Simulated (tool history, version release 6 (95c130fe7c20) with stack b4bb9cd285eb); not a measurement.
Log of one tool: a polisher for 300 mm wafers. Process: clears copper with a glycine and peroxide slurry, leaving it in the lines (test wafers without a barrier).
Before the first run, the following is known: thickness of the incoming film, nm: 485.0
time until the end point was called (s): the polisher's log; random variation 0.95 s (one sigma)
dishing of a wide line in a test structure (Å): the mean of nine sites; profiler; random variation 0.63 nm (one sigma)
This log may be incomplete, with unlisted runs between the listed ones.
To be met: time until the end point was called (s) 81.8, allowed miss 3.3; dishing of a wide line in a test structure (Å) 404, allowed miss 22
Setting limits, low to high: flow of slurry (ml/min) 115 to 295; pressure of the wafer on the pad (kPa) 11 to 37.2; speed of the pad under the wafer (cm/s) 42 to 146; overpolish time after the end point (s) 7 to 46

run	hour	flow of slurry (ml/min)	pressure of the wafer on the pad (kPa)	speed of the pad under the wafer (cm/s)	overpolish time after the end point (s)	time until the end point was called (s)	dishing of a wide line in a test structure (Å)
1	0	190	24.1	94	24	68.91	405.57
2	5.9	190	23.4	94	24	70.795	415.82
3	11.5	190	22.8	94	23	72.678	392.34
4	13.7	190	22.8	94	18	72.579	386.6
5	15.7	190	22.1	94	20	71.79	383.45
6	20.2	190	22.1	94	15	71.744	351.96
7	25.2	190	21.4	94	17	75.176	362.65
8	33.1	190	21.4	94	19	75.807	385.22
9	40.9	190	20.7	94	20	77.192	390.1

Next run, 5 choices. One meets every target within its allowed miss, the rest don't. Which?
A	48.7	130	20.7	76	27	?	?
B	48.7	170	23.4	76	22	?	?
C	48.7	230	22.8	90	38	?	?
D	48.7	175	15.9	102	25	?	?
E	48.7	195	20.7	102	24	?	?

move	time until the end point was called (s)	dishing of a wide line in a test structure (Å)
A	93.896	405.91
B	82.403	394.91
C	72.699	433.16
D	89.494	396.64
E	73.045	406.4
A: the result that was furthest off in the last run now lies on the other side of its target
B: all results in spec
C: misses by more than the last run did
D: the result that was furthest off in the last run now lies on the other side of its target
E: misses by more than the last run did
The right move is B.
